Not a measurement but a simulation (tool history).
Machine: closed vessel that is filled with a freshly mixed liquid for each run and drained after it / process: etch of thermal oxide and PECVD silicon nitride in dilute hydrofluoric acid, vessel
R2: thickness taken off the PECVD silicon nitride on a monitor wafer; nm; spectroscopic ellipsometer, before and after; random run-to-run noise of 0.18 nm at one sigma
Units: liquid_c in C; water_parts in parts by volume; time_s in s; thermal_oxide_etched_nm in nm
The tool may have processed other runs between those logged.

run 1 hour=0 | liquid_c=25 water_parts=240 time_s=1800 | thermal_oxide_etched_nm=29.446 R2=41.949
run 2 hour=4.5 | liquid_c=25 water_parts=240 time_s=1340 | thermal_oxide_etched_nm=21.599 R2=30.917
run 3 hour=11.2 | liquid_c=25 water_parts=280 time_s=1340 | thermal_oxide_etched_nm=17.696 R2=26.616
run 4 hour=20.8 | liquid_c=26.5 water_parts=260 time_s=1300 | thermal_oxide_etched_nm=20.157 R2=30.418
run 5 hour=25.3 | liquid_c=26.5 water_parts=260 time_s=1950 | thermal_oxide_etched_nm=30.175 R2=45.492
run 6 hour=28.3 | liquid_c=24.5 water_parts=260 time_s=1950 | thermal_oxide_etched_nm=27.966 R2=40.207
run 7 hour=33 | liquid_c=25 water_parts=275 time_s=1985 | thermal_oxide_etched_nm=26.898 R2=40.052

Run 8 comes next. What will it give?
run 8 hour=37.4 | liquid_c=25 water_parts=285 time_s=2010 | thermal_oxide_etched_nm=? R2=?

{"run 8": {"thermal_oxide_etched_nm": 26.281, "R2": 39.208}}
